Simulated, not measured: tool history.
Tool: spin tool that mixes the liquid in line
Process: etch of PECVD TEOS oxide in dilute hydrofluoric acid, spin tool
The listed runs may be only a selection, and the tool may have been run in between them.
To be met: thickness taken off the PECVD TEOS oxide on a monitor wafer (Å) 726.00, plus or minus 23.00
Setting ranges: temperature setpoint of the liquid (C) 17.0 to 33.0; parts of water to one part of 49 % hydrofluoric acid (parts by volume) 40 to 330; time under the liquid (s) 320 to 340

| run | hour | temperature setpoint of the liquid (C) | parts of water to one part of 49 % hydrofluoric acid (parts by volume) | time under the liquid (s) | thickness taken off the PECVD TEOS oxide on a monitor wafer (Å) |
|---|---|---|---|---|---|
| 1 | 0.0 | 25.0 | 185 | 320 | 199.57 |
| 2 | 3.3 | 26.5 | 150 | 325 | 274.73 |
| 3 | 7.6 | 28.0 | 125 | 325 | 365.05 |
| 4 | 8.9 | 29.0 | 110 | 325 | 438.23 |
| 5 | 16.9 | 29.0 | 110 | 320 | 423.33 |
| 6 | 22.9 | 27.5 | 110 | 320 | 406.40 |
| 7 | 30.7 | 31.5 | 40 | 320 | 1426.70 |
| 8 | 34.7 | 31.5 | 40 | 320 | 1445.70 |
| 9 | 35.7 | 29.5 | 40 | 320 | 1319.90 |
| 10 | 41.0 | 27.0 | 45 | 320 | 1058.10 |
| 11 | 46.9 | 25.0 | 45 | 320 | 974.07 |
| 12 | 48.4 | 23.5 | 45 | 320 | 916.82 |
| 13 | 49.3 | 22.5 | 45 | 320 | 870.45 |
| 14 | 55.7 | 21.5 | 45 | 320 | 842.41 |
| 15 | 62.9 | 17.5 | 50 | 320 | 646.52 |
| 16 | 71.6 | 18.0 | 50 | 320 | 655.49 |
| 17 | 74.6 | 18.5 | 50 | 320 | 656.25 |
| 18 | 79.2 | 19.0 | 50 | 320 | 670.32 |
| 19 | 80.9 | 19.5 | 50 | 320 | 688.15 |
|  | 87.6 | hydrofluoric acid flow meter replaced |
| 20 | 87.6 | 20.0 | 50 | 320 | 682.53 |
| 21 | 88.2 | 20.5 | 50 | 320 | 686.14 |
| 22 | 89.0 | 21.0 | 50 | 320 | 694.74 |

Below are 5 possible settings for the next run. Only one of them brings all results inside the allowed miss of their targets. Which is it?
| A | 89.8 | 20.5 | 55 | 335 | ? |
| B | 89.8 | 23.5 | 60 | 325 | ? |
| C | 89.8 | 21.5 | 55 | 325 | ? |
| D | 89.8 | 22.5 | 60 | 330 | ? |
| E | 89.8 | 20.5 | 50 | 335 | ? |

| move | thickness taken off the PECVD TEOS oxide on a monitor wafer (Å) |
|---|---|
| A | 646.38 |
| B | 647.13 |
| C | 653.97 |
| D | 630.59 |
| E | 715.34 |
A: further off than the last run
B: further off than the last run
C: further off than the last run
D: further off than the last run
E: in spec on every target
The move that meets every target is E.
